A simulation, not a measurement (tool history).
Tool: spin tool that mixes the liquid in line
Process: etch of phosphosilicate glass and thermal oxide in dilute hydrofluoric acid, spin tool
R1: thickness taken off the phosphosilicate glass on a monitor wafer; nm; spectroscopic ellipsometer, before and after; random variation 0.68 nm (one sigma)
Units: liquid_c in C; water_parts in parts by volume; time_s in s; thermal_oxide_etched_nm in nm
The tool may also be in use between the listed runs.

run 1 hour=0.0 | liquid_c=20.0 water_parts=75 time_s=30 | R1=46.219 thermal_oxide_etched_nm=1.6916
run 2 hour=6.9 | liquid_c=21.5 water_parts=75 time_s=30 | R1=49.382 thermal_oxide_etched_nm=1.7270
run 3 hour=8.5 | liquid_c=21.5 water_parts=60 time_s=30 | R1=63.573 thermal_oxide_etched_nm=2.1656
run 4 hour=11.9 | liquid_c=21.5 water_parts=60 time_s=35 | R1=73.073 thermal_oxide_etched_nm=2.5967
run 5 hour=20.8 | liquid_c=21.5 water_parts=60 time_s=45 | R1=93.274 thermal_oxide_etched_nm=3.3508
run 6 hour=23.5 | liquid_c=21.5 water_parts=60 time_s=60 | R1=122.880 thermal_oxide_etched_nm=4.2304
run 7 hour=30.0 | liquid_c=21.0 water_parts=65 time_s=60 | R1=113.330 thermal_oxide_etched_nm=3.9798
run 8 hour=35.0 | liquid_c=20.5 water_parts=70 time_s=60 | R1=102.050 thermal_oxide_etched_nm=3.5217

Forecast run 9:
run 9 hour=38.7 | liquid_c=20.0 water_parts=75 time_s=60 | R1=? thermal_oxide_etched_nm=?

R1: 92.492 nm
thermal_oxide_etched_nm: 3.2754 nm
